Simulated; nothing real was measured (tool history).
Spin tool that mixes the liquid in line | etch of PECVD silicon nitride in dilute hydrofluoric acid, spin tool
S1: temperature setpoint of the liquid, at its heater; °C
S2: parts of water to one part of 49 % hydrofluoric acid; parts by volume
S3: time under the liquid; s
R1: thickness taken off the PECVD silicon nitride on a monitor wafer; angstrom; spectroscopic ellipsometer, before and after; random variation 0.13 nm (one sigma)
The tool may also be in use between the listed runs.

Run 1, day 0.000: S1 21.0 °C, S2 55 parts by volume, S3 95 s. Result: R1 89.018 angstrom.
Run 2, day 0.154: S1 21.0 °C, S2 40 parts by volume, S3 95 s. Result: R1 120.820 angstrom.
Run 3, day 0.379: S1 22.0 °C, S2 40 parts by volume, S3 95 s. Result: R1 131.380 angstrom.
Run 4, day 0.496: S1 22.5 °C, S2 40 parts by volume, S3 95 s. Result: R1 134.710 angstrom.
Run 5, day 0.596: S1 22.5 °C, S2 40 parts by volume, S3 75 s. Result: R1 107.490 angstrom.
Run 6, day 0.933: S1 22.5 °C, S2 50 parts by volume, S3 75 s. Result: R1 85.227 angstrom.

Forecast run 7:
At day 1.133: thermometer replaced.
Run 7, day 1.133: S1 26.5 °C, S2 35 parts by volume, S3 75 s. Result: R1 ?.

Run 7 gave R1 133.890 angstrom.

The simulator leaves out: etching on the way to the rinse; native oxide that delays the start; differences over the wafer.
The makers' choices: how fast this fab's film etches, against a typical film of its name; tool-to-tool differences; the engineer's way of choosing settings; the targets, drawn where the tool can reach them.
